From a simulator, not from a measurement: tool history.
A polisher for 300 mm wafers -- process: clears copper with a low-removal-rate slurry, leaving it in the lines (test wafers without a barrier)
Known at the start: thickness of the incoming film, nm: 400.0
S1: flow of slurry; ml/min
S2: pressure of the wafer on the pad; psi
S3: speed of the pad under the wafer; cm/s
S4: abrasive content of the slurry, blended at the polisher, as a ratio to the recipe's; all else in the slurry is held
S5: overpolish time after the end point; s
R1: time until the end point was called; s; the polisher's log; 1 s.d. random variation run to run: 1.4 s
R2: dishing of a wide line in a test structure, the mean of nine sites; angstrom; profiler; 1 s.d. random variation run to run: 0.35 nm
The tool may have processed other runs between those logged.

run 1 hour=0 | S1=225 S2=2 S3=132 S4=1 S5=14 | R1=153.59 R2=267.47
run 2 hour=8.1 | S1=230 S2=2.1 S3=132 S4=1 S5=12 | R1=149.96 R2=253.18
run 3 hour=12.1 | S1=230 S2=2.1 S3=132 S4=1 S5=17 | R1=146.86 R2=332.53
run 4 hour=15.2 | S1=230 S2=2.1 S3=132 S4=0.8 S5=17 | R1=156.25 R2=315.73
run 5 hour=17.4 | S1=230 S2=2.2 S3=132 S4=0.8 S5=14 | R1=147.21 R2=279.41
run 6 hour=23.1 | S1=230 S2=2.3 S3=132 S4=0.8 S5=12 | R1=145.43 R2=251.29
run 7 hour=25.3 | S1=230 S2=2.4 S3=132 S4=0.8 S5=10 | R1=139.51 R2=219.01

Run 8 comes next. What will it give?
run 8 hour=33.6 | S1=230 S2=2.4 S3=132 S4=0.8 S5=9 | R1=? R2=?

Run 8 came out at R1 135.61 s, R2 204.3 angstrom.
